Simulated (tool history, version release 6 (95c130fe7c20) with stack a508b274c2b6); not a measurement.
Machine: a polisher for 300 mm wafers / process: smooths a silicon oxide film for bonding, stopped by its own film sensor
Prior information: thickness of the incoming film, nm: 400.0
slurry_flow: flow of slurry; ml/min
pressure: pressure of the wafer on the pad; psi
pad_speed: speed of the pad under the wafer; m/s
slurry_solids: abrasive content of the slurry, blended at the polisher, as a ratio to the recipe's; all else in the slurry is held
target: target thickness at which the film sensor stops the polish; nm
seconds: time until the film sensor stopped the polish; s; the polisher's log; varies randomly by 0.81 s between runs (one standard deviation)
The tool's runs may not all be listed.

run	hour	slurry_flow	pressure	pad_speed	slurry_solids	target	seconds
1	0	275	1.4	0.88	1	361	87.506
2	5.8	245	1.4	0.88	1	361	89.87
3	9.8	245	1.4	0.88	1	365	79.323
4	16.6	245	1.4	0.88	1.05	365	78.991
5	19.1	245	1.5	0.88	1.05	365	74.312
6	27.5	245	1.5	0.68	1.05	365	89.283

Expected results for the next run?
7	31.6	245	1.6	0.68	1.05	365	?

{"run 7": {"seconds": 84.455}}

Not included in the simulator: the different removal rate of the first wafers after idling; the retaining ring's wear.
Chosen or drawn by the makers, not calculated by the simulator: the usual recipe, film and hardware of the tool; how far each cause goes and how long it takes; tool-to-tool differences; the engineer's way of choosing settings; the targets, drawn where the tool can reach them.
